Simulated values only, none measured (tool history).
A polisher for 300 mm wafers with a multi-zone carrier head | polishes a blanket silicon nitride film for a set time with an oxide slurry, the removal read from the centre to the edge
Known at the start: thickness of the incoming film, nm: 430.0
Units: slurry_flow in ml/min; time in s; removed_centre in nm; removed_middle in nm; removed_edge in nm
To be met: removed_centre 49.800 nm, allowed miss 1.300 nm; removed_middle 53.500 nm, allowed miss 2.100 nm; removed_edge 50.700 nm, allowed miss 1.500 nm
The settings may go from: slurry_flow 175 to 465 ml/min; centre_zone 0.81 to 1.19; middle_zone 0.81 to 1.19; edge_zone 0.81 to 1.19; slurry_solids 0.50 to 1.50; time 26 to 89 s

run,hour,slurry_flow,centre_zone,middle_zone,edge_zone,slurry_solids,time,removed_centre,removed_middle,removed_edge
1,0.0,295,1.00,1.00,1.00,1.00,57,41.117,40.339,40.889
2,3.8,300,1.01,1.02,1.02,1.05,57,42.151,42.046,42.401
3,6.2,300,1.01,0.96,1.02,1.05,57,41.968,39.095,42.527
4,9.5,305,1.02,0.99,1.04,1.10,57,43.864,41.369,44.358
5,10.7,375,1.02,0.99,1.04,1.10,57,44.396,42.075,44.979
6,14.1,375,1.02,0.99,1.12,1.10,57,44.262,41.909,45.772
7,20.4,375,1.02,1.01,1.12,1.15,57,45.526,43.698,47.814
8,24.0,415,1.06,1.11,1.07,1.20,57,47.886,48.419,46.433
9,28.3,415,1.06,1.12,1.08,1.20,57,48.469,48.368,46.774
10,31.1,415,1.05,1.13,1.09,1.20,57,47.482,49.025,47.241
11,35.7,415,1.05,1.14,1.10,1.20,57,47.759,49.431,48.039
12,42.9,415,1.05,1.15,1.10,1.20,57,47.311,49.979,48.252

Which of these 5 next moves meets every target?
A,50.1,400,1.08,1.06,1.12,1.20,61,?,?,?
B,50.1,465,1.08,1.11,1.09,1.15,59,?,?,?
C,50.1,450,1.07,1.19,1.15,1.10,61,?,?,?
D,50.1,465,1.08,1.19,1.00,1.15,59,?,?,?
E,50.1,400,1.03,1.06,1.18,1.10,57,?,?,?

move,removed_centre,removed_middle,removed_edge
A,51.835,50.541,51.696
B,49.935,50.575,48.889
C,50.253,54.459,50.958
D,49.963,53.709,46.756
E,44.973,45.691,48.037
A: takes the result that was furthest off past its target
B: brings the result that was furthest off to its target, and leaves another outside
C: meets every target
D: brings the result that was furthest off to its target, and leaves another outside
E: further off than the last run
The right move is C.
